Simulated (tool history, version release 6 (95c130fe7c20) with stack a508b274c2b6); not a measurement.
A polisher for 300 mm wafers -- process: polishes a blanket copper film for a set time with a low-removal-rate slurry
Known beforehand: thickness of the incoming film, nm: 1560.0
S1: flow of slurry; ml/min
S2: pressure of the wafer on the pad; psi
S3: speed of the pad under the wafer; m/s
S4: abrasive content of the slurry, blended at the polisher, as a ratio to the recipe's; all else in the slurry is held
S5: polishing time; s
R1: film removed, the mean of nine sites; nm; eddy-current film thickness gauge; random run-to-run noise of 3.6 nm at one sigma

| run | hour | S1 | S2 | S3 | S4 | S5 | R1 |
|---|---|---|---|---|---|---|---|
| 1 | 0.0 | 260 | 2.8 | 1.08 | 1.0 | 120 | 389.06 |
| 2 | 5.5 | 205 | 2.8 | 1.08 | 1.0 | 120 | 377.34 |
| 3 | 6.7 | 205 | 3.3 | 1.08 | 1.0 | 120 | 447.29 |
| 4 | 9.2 | 205 | 3.3 | 1.08 | 0.9 | 120 | 436.60 |
| 5 | 17.9 | 215 | 3.4 | 1.08 | 0.9 | 120 | 447.41 |
| 6 | 22.0 | 220 | 3.5 | 1.08 | 0.9 | 120 | 461.13 |
| 7 | 23.0 | 220 | 3.6 | 1.08 | 0.9 | 120 | 482.96 |

Predict the results of run 8:
| 8 | 27.6 | 225 | 3.6 | 1.08 | 0.9 | 120 | ? |

Logged for run 8: R1 484.12 nm.
